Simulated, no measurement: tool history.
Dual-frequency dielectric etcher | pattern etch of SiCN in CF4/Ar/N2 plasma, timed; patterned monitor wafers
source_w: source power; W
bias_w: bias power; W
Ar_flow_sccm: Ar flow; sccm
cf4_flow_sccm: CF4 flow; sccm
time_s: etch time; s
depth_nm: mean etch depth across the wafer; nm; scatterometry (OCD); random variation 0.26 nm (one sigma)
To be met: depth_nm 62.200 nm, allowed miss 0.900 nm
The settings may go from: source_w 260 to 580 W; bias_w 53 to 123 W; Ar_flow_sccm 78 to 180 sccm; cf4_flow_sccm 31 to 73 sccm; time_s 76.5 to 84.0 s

| run | hour | source_w | bias_w | Ar_flow_sccm | cf4_flow_sccm | time_s | depth_nm |
|---|---|---|---|---|---|---|---|
| 1 | 0.0 | 420 | 88 | 129 | 52 | 84.0 | 73.883 |
| 2 | 6.5 | 420 | 88 | 129 | 52 | 84.0 | 73.614 |
| 3 | 14.6 | 410 | 88 | 129 | 52 | 84.0 | 72.394 |
| 4 | 23.2 | 400 | 88 | 129 | 52 | 84.0 | 71.493 |
|  | 27.9 | source power generator calibrated |
| 5 | 27.9 | 400 | 100 | 129 | 52 | 84.0 | 74.197 |
| 6 | 32.7 | 390 | 100 | 129 | 52 | 84.0 | 72.484 |
| 7 | 33.9 | 380 | 100 | 129 | 52 | 84.0 | 71.593 |
| 8 | 35.6 | 370 | 100 | 129 | 52 | 84.0 | 70.330 |
| 9 | 38.6 | 300 | 99 | 129 | 52 | 84.0 | 60.003 |

5 next moves are on the table. One of them brings every result within its allowed miss. Which?
| A | 41.6 | 330 | 86 | 136 | 63 | 78.0 | ? |
| B | 41.6 | 310 | 97 | 127 | 58 | 84.0 | ? |
| C | 41.6 | 310 | 109 | 128 | 42 | 78.0 | ? |
| D | 41.6 | 310 | 103 | 124 | 61 | 77.0 | ? |
| E | 41.6 | 280 | 107 | 159 | 64 | 82.0 | ? |

| move | depth_nm |
|---|---|
| A | 58.584 |
| B | 62.834 |
| C | 57.463 |
| D | 59.755 |
| E | 59.533 |
A: further off than the last run
B: meets every target
C: further off than the last run
D: further off than the last run
E: further off than the last run
Move B is the one to make.

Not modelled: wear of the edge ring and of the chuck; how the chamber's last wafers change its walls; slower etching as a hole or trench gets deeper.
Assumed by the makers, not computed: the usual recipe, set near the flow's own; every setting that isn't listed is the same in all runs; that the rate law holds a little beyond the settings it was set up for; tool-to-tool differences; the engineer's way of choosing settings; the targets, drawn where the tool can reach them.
